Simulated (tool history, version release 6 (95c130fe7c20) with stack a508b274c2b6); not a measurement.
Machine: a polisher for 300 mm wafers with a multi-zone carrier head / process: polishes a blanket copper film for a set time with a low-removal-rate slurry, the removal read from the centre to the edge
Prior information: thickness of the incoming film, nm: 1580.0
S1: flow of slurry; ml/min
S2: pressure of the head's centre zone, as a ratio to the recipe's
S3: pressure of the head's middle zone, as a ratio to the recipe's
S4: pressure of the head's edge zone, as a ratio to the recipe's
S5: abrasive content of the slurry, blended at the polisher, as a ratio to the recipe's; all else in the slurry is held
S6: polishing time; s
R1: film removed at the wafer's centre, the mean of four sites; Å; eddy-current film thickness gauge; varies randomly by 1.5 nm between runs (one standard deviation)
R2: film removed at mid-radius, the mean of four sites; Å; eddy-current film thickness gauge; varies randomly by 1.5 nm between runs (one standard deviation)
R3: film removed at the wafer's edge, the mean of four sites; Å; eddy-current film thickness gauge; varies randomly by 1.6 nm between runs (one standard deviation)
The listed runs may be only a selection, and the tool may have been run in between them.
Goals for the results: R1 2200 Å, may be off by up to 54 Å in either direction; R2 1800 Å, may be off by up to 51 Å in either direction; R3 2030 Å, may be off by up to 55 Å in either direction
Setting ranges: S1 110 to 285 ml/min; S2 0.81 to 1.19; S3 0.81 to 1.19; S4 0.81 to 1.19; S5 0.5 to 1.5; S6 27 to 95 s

| run | hour | S1 | S2 | S3 | S4 | S5 | S6 | R1 | R2 | R3 |
|---|---|---|---|---|---|---|---|---|---|---|
| 1 | 0 | 180 | 1 | 1 | 1 | 1 | 61 | 1889.1 | 1909.5 | 1771.8 |
| 2 | 7.7 | 190 | 1.01 | 0.98 | 1.02 | 1 | 61 | 1938.6 | 1838.4 | 1800.6 |
| 3 | 10 | 190 | 1.01 | 0.98 | 1.02 | 1.15 | 61 | 1944.5 | 1891.7 | 1860.8 |
| 4 | 13.4 | 190 | 1.01 | 0.98 | 1.02 | 0.95 | 61 | 1923.6 | 1868.1 | 1785.5 |
| 5 | 18.4 | 190 | 1.01 | 0.98 | 1.02 | 0.95 | 46 | 1450.8 | 1415.3 | 1357.7 |
| 6 | 20 | 190 | 0.98 | 0.98 | 1.02 | 0.95 | 46 | 1401.3 | 1404 | 1347.8 |
| 7 | 22.1 | 195 | 1 | 0.98 | 1.04 | 1.05 | 47 | 1480.8 | 1461.9 | 1427.6 |
| 8 | 23.3 | 200 | 1.02 | 0.98 | 1.06 | 1.1 | 48 | 1564.9 | 1506.9 | 1480.4 |
| 9 | 31.5 | 205 | 1.03 | 0.97 | 1.08 | 1.15 | 49 | 1623.3 | 1537.7 | 1544.9 |
| 10 | 36.8 | 210 | 1.04 | 0.96 | 1.09 | 1.2 | 50 | 1717.8 | 1565.4 | 1596.9 |
|  | 45.6 | edge zone pressure recalibrated |
| 11 | 45.6 | 210 | 1.05 | 0.95 | 1.1 | 1.25 | 51 | 1724.6 | 1593.4 | 1739.2 |
| 12 | 53.8 | 220 | 1.07 | 0.95 | 1.11 | 1.3 | 51 | 1791.7 | 1621.3 | 1751.7 |
| 13 | 55 | 225 | 1.09 | 0.95 | 1.11 | 1.35 | 51 | 1847.8 | 1619.9 | 1770.1 |
| 14 | 61.2 | 230 | 1.1 | 0.95 | 1.12 | 1.35 | 51 | 1884.3 | 1596.5 | 1818.9 |
| 15 | 63.4 | 275 | 1.19 | 1.05 | 1.18 | 1.5 | 51 | 2105.5 | 1823.5 | 1891.6 |

Which single option among these 4 for the next run brings every result within its allowed miss of target? Just one does.
| A | 65.6 | 285 | 1.06 | 0.99 | 1.19 | 1.5 | 54 | ? | ? | ? |
| B | 65.6 | 180 | 1.19 | 0.98 | 1.19 | 1.5 | 56 | ? | ? | ? |
| C | 65.6 | 270 | 1.14 | 1.13 | 1.07 | 1.45 | 50 | ? | ? | ? |
| D | 65.6 | 285 | 1.18 | 1.01 | 1.09 | 1.45 | 50 | ? | ? | ? |

| move | R1 | R2 | R3 |
|---|---|---|---|
| A | 2020.1 | 1864.5 | 2025.8 |
| B | 2219.7 | 1817.6 | 2020.5 |
| C | 1991.9 | 1910.9 | 1756.2 |
| D | 2072.7 | 1745.3 | 1782.6 |
A: puts the biggest miss on target and leaves a different result outside tolerance
B: every result lands within tolerance
C: the biggest miss grows against the last run
D: the biggest miss grows against the last run
Correct choice: B, which meets every target

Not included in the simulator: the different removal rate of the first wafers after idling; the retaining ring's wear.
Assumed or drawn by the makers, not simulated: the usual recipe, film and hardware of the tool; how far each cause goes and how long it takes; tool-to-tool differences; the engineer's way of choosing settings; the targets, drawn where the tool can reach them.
